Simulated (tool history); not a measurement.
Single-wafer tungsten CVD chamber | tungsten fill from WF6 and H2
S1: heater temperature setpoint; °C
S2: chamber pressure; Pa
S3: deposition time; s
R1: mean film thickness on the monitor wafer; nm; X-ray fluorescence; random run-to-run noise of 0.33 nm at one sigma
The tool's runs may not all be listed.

run  hour   S1    S2  S3      R1
  1     0  370  4026  32  52.651
  2   8.3  376  4053  32  59.787
  3  12.4  376  4626  32  63.388
  4  13.3  376  4626  32   63.13
  5  21.7  379  4640  32  67.546
  6  23.9  379  4640  32  67.102
  7  26.4  381  4653  32  70.435

Run 8 comes next. What will it give?
  8  28.7  383  4666  32   ?

{"run 8": {"R1": 73.428}}
